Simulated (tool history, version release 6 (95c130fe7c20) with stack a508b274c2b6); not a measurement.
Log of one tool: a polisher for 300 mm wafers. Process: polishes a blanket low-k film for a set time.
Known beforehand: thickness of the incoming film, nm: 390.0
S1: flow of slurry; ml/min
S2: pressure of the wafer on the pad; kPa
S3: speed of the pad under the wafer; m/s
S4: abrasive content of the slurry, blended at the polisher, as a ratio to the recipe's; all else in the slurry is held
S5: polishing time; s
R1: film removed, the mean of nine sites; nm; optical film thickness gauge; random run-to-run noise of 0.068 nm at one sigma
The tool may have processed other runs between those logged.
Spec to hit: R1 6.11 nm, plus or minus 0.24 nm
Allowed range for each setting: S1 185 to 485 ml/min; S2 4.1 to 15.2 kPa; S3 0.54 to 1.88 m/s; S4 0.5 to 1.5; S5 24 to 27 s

Run 1, day 0: S1 310 ml/min, S2 9.7 kPa, S3 1.2 m/s, S4 1, S5 27 s. Result: R1 10.99 nm.
Run 2, day 0.092: S1 310 ml/min, S2 9.7 kPa, S3 1.06 m/s, S4 1, S5 27 s. Result: R1 9.8923 nm.
Run 3, day 0.167: S1 310 ml/min, S2 8.3 kPa, S3 1.04 m/s, S4 1, S5 27 s. Result: R1 8.5595 nm.
Run 4, day 0.442: S1 355 ml/min, S2 8.3 kPa, S3 1.04 m/s, S4 1, S5 27 s. Result: R1 8.3187 nm.
Run 5, day 0.675: S1 355 ml/min, S2 8.3 kPa, S3 1.04 m/s, S4 1.15, S5 27 s. Result: R1 8.9713 nm.
Run 6, day 0.996: S1 415 ml/min, S2 8.3 kPa, S3 1.04 m/s, S4 1.15, S5 27 s. Result: R1 8.9246 nm.
Run 7, day 1.362: S1 415 ml/min, S2 6.9 kPa, S3 1.04 m/s, S4 1.15, S5 27 s. Result: R1 7.6065 nm.
Run 8, day 1.462: S1 415 ml/min, S2 4.8 kPa, S3 1.02 m/s, S4 1.15, S5 27 s. Result: R1 5.4268 nm.

5 next moves are on the table. One of them brings every result within its allowed miss. Which?
Run A, day 1.562: S1 395 ml/min, S2 4.8 kPa, S3 0.86 m/s, S4 1.4, S5 24 s. Result: R1 ?.
Run B, day 1.562: S1 445 ml/min, S2 5.5 kPa, S3 1.04 m/s, S4 1.3, S5 26 s. Result: R1 ?.
Run C, day 1.562: S1 475 ml/min, S2 4.8 kPa, S3 1.06 m/s, S4 0.9, S5 25 s. Result: R1 ?.
Run D, day 1.562: S1 415 ml/min, S2 6.2 kPa, S3 0.7 m/s, S4 1.2, S5 26 s. Result: R1 ?.
Run E, day 1.562: S1 410 ml/min, S2 4.8 kPa, S3 0.92 m/s, S4 1.15, S5 26 s. Result: R1 ?.

move      R1
   A  4.3968
   B   6.196
   C  4.7464
   D  4.8999
   E  4.7351
A: its largest miss is bigger than the last run's
B: in spec on every target
C: its largest miss is bigger than the last run's
D: its largest miss is bigger than the last run's
E: its largest miss is bigger than the last run's
The right move is B.
